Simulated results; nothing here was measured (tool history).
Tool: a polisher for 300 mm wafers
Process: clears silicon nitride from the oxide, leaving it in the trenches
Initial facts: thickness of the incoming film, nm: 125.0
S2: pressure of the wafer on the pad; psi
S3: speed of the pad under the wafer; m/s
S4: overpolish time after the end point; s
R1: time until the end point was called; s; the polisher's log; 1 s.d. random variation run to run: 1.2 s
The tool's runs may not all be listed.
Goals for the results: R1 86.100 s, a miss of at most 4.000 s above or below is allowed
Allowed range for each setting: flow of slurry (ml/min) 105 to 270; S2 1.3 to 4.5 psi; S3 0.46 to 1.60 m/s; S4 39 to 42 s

run 1 hour=0.0 | flow_of_slurry_(ml/min)=175 S2=2.9 S3=1.02 S4=39 | R1=126.500
run 2 hour=1.8 | flow_of_slurry_(ml/min)=135 S2=2.9 S3=1.02 S4=39 | R1=127.440
run 3 hour=6.2 | flow_of_slurry_(ml/min)=135 S2=3.2 S3=1.02 S4=39 | R1=115.540
run 4 hour=12.7 | flow_of_slurry_(ml/min)=135 S2=3.2 S3=0.82 S4=39 | R1=136.640
run 5 hour=18.2 | flow_of_slurry_(ml/min)=155 S2=3.2 S3=0.82 S4=39 | R1=134.870
run 6 hour=22.9 | flow_of_slurry_(ml/min)=155 S2=3.2 S3=1.02 S4=39 | R1=114.950
run 7 hour=25.2 | flow_of_slurry_(ml/min)=155 S2=3.5 S3=1.02 S4=39 | R1=106.800
run 8 hour=30.8 | flow_of_slurry_(ml/min)=155 S2=3.7 S3=1.02 S4=39 | R1=100.680
run 9 hour=37.7 | flow_of_slurry_(ml/min)=155 S2=3.9 S3=1.02 S4=39 | R1=93.527

4 candidate next runs follow, results not yet known. Just one meets every target within its allowed miss. Identify it.
run A hour=44.6 | flow_of_slurry_(ml/min)=155 S2=4.5 S3=1.14 S4=41 | R1=?
run B hour=44.6 | flow_of_slurry_(ml/min)=145 S2=3.7 S3=1.30 S4=42 | R1=?
run C hour=44.6 | flow_of_slurry_(ml/min)=105 S2=4.5 S3=1.20 S4=42 | R1=?
run D hour=44.6 | flow_of_slurry_(ml/min)=160 S2=4.3 S3=1.20 S4=39 | R1=?

move=A R1=78.291
move=B R1=87.406
move=C R1=78.439
move=D R1=78.918
A: carries the result that was furthest off beyond its target, to the other side
B: each result inside its tolerance
C: carries the result that was furthest off beyond its target, to the other side
D: carries the result that was furthest off beyond its target, to the other side
The move that meets every target is B.
